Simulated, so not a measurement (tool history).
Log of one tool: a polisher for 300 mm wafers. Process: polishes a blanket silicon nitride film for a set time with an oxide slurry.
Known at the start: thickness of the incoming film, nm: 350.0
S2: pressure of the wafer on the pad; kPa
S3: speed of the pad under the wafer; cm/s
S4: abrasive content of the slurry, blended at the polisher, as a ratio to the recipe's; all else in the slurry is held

Run 1, hour 0.0: flow of slurry (ml/min) 120, S2 29.0 kPa, S3 128 cm/s, S4 1.0, polishing time (s) 43. Result: film removed (nm) 37.077.
Run 2, hour 4.1: flow of slurry (ml/min) 100, S2 29.0 kPa, S3 128 cm/s, S4 1.0, polishing time (s) 43. Result: film removed (nm) 34.691.
Run 3, hour 5.4: flow of slurry (ml/min) 115, S2 31.0 kPa, S3 128 cm/s, S4 1.0, polishing time (s) 43. Result: film removed (nm) 38.480.
Run 4, hour 14.1: flow of slurry (ml/min) 125, S2 32.4 kPa, S3 128 cm/s, S4 1.0, polishing time (s) 43. Result: film removed (nm) 39.422.
Run 5, hour 19.4: flow of slurry (ml/min) 125, S2 32.4 kPa, S3 128 cm/s, S4 1.0, polishing time (s) 43. Result: film removed (nm) 40.359.
Run 6, hour 26.2: flow of slurry (ml/min) 130, S2 34.5 kPa, S3 128 cm/s, S4 1.0, polishing time (s) 43. Result: film removed (nm) 43.072.

Expected results for the next run?
Run 7, hour 26.9: flow of slurry (ml/min) 135, S2 35.9 kPa, S3 128 cm/s, S4 1.0, polishing time (s) 43. Result: film removed (nm) ?.

film removed (nm): 45.896
